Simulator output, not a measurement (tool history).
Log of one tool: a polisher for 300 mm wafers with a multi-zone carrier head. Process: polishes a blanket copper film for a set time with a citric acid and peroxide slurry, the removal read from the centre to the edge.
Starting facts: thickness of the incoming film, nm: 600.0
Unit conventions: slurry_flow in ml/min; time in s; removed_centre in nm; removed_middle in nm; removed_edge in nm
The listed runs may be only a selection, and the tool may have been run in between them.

Run 1, hour 0: slurry_flow 185 ml/min, centre_zone 1, middle_zone 1, edge_zone 1, slurry_solids 1, time 59 s. Result: removed_centre 208.42 nm, removed_middle 207.74 nm, removed_edge 201.7 nm.
Run 2, hour 7.2: slurry_flow 200 ml/min, centre_zone 1.01, middle_zone 1.03, edge_zone 1.02, slurry_solids 1.05, time 59 s. Result: removed_centre 212.07 nm, removed_middle 215.09 nm, removed_edge 209.37 nm.
Run 3, hour 8: slurry_flow 165 ml/min, centre_zone 1.01, middle_zone 1.03, edge_zone 1.02, slurry_solids 1.05, time 59 s. Result: removed_centre 207.81 nm, removed_middle 210.27 nm, removed_edge 199.8 nm.
Run 4, hour 9.6: slurry_flow 165 ml/min, centre_zone 1.01, middle_zone 1.03, edge_zone 1.02, slurry_solids 1.05, time 54 s. Result: removed_centre 189.36 nm, removed_middle 192.87 nm, removed_edge 188.44 nm.
Run 5, hour 15.9: slurry_flow 165 ml/min, centre_zone 1.01, middle_zone 1.03, edge_zone 0.96, slurry_solids 1.05, time 54 s. Result: removed_centre 187.68 nm, removed_middle 191.67 nm, removed_edge 183.17 nm.
Run 6, hour 22.8: slurry_flow 185 ml/min, centre_zone 1.04, middle_zone 1.07, edge_zone 0.98, slurry_solids 1.15, time 54 s. Result: removed_centre 202.03 nm, removed_middle 197.96 nm, removed_edge 191.63 nm.
Run 7, hour 28: slurry_flow 185 ml/min, centre_zone 1.04, middle_zone 1.1, edge_zone 0.97, slurry_solids 1.2, time 56 s. Result: removed_centre 213.47 nm, removed_middle 218.85 nm, removed_edge 195.07 nm.
Run 8, hour 29.6: slurry_flow 185 ml/min, centre_zone 1.04, middle_zone 1.1, edge_zone 0.97, slurry_solids 1.2, time 56 s. Result: removed_centre 212.62 nm, removed_middle 215.84 nm, removed_edge 196.28 nm.
Run 9, hour 31.8: slurry_flow 200 ml/min, centre_zone 1.04, middle_zone 1.12, edge_zone 1, slurry_solids 1.25, time 56 s. Result: removed_centre 215.13 nm, removed_middle 219.77 nm, removed_edge 203.37 nm.
Run 10, hour 39.1: slurry_flow 210 ml/min, centre_zone 1.04, middle_zone 1.14, edge_zone 1, slurry_solids 1.3, time 57 s. Result: removed_centre 221.88 nm, removed_middle 230.66 nm, removed_edge 207.49 nm.
Run 11, hour 44.1: slurry_flow 220 ml/min, centre_zone 1.04, middle_zone 1.15, edge_zone 1.01, slurry_solids 1.35, time 57 s. Result: removed_centre 227.49 nm, removed_middle 238.11 nm, removed_edge 211.08 nm.

Expected results for the next run?
Run 12, hour 46.1: slurry_flow 230 ml/min, centre_zone 1.04, middle_zone 1.15, edge_zone 1.03, slurry_solids 1.35, time 57 s. Result: removed_centre ?, removed_middle ?, removed_edge ?.

removed_centre: 225.55 nm
removed_middle: 238.89 nm
removed_edge: 214.06 nm
